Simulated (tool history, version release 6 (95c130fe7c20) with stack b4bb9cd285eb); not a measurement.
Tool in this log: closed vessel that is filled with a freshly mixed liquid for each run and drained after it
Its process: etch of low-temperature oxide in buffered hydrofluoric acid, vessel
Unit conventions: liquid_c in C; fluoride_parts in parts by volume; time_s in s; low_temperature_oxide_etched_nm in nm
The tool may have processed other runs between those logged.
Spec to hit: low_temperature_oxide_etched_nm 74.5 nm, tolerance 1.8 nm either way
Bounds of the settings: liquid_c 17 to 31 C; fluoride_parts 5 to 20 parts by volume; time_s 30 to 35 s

run,day,liquid_c,fluoride_parts,time_s,low_temperature_oxide_etched_nm
1,0,23,12,35,97.805
2,0.204,22,12,35,92.714
3,0.246,24,12,35,103.37
4,0.629,24,9.5,35,126.49
5,0.775,22.5,9.5,35,117.76
6,1.1,21,10,35,104.79
7,1.258,20,10.5,35,94.447
8,1.538,19.5,10.5,35,91.254
9,1.908,19,10.5,35,88.913
10,1.988,18.5,10.5,35,86.462
11,2.354,18,10.5,35,84.477
12,2.446,17.5,11,35,77.985

Below are 4 possible settings for the next run. Only one of them brings all results inside the allowed miss of their targets. Which is it?
A,2.538,18.5,11,30,?
B,2.538,17,10,30,?
C,2.538,18.5,10.5,30,?
D,2.538,20.5,14.5,35,?

move,low_temperature_oxide_etched_nm
A,70.612
B,71.153
C,73.89
D,70.328
A: the result that was furthest off in the last run now lies on the other side of its target
B: the result that was furthest off in the last run now lies on the other side of its target
C: each result inside its tolerance
D: the result that was furthest off in the last run now lies on the other side of its target
Go with C: it meets all targets.
